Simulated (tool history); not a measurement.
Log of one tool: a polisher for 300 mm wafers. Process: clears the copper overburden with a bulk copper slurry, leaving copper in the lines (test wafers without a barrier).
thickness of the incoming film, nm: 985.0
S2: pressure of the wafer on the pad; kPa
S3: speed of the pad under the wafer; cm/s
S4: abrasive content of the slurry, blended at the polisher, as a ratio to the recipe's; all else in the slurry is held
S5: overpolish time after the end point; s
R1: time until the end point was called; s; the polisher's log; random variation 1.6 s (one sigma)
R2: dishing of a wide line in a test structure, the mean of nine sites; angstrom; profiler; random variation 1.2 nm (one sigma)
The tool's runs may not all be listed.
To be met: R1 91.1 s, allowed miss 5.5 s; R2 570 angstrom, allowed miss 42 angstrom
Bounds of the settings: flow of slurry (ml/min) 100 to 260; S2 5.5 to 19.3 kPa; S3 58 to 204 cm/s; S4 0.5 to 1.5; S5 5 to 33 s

run 1 hour=0 | flow_of_slurry_(ml/min)=165 S2=12.4 S3=130 S4=1 S5=17 | R1=130.8 R2=550.84
run 2 hour=0.5 | flow_of_slurry_(ml/min)=165 S2=13.1 S3=132 S4=1 S5=16 | R1=121.6 R2=543.52
run 3 hour=3.7 | flow_of_slurry_(ml/min)=165 S2=13.8 S3=132 S4=1 S5=15 | R1=119.74 R2=549.53
run 4 hour=9.1 | flow_of_slurry_(ml/min)=165 S2=13.8 S3=132 S4=1 S5=22 | R1=120.04 R2=645.21
run 5 hour=13.2 | flow_of_slurry_(ml/min)=165 S2=13.8 S3=154 S4=1 S5=22 | R1=103.29 R2=674.65
run 6 hour=19.6 | flow_of_slurry_(ml/min)=165 S2=13.8 S3=168 S4=1 S5=22 | R1=93.766 R2=712.75
run 7 hour=20.2 | flow_of_slurry_(ml/min)=165 S2=13.8 S3=168 S4=1 S5=20 | R1=94.187 R2=666.99
run 8 hour=26.3 | flow_of_slurry_(ml/min)=165 S2=13.8 S3=168 S4=1 S5=19 | R1=94.258 R2=639.61
run 9 hour=30.7 | flow_of_slurry_(ml/min)=165 S2=13.8 S3=168 S4=1 S5=18 | R1=94.325 R2=663.63
run 10 hour=34.5 | flow_of_slurry_(ml/min)=165 S2=13.8 S3=168 S4=1 S5=16 | R1=93.8 R2=655.67

Which of these 4 next moves meets every target?
run A hour=38.3 | flow_of_slurry_(ml/min)=210 S2=13.1 S3=198 S4=0.7 S5=12 | R1=? R2=?
run B hour=38.3 | flow_of_slurry_(ml/min)=130 S2=13.8 S3=182 S4=1 S5=29 | R1=? R2=?
run C hour=38.3 | flow_of_slurry_(ml/min)=190 S2=13.8 S3=156 S4=1.05 S5=22 | R1=? R2=?
run D hour=38.3 | flow_of_slurry_(ml/min)=135 S2=15.2 S3=148 S4=0.95 S5=30 | R1=? R2=?

move=A R1=86.158 R2=567.33
move=B R1=88.385 R2=758.6
move=C R1=94.573 R2=700.8
move=D R1=101.71 R2=753.85
A: meets every target
B: further off than the last run
C: further off than the last run
D: further off than the last run
Move A is the one to make.
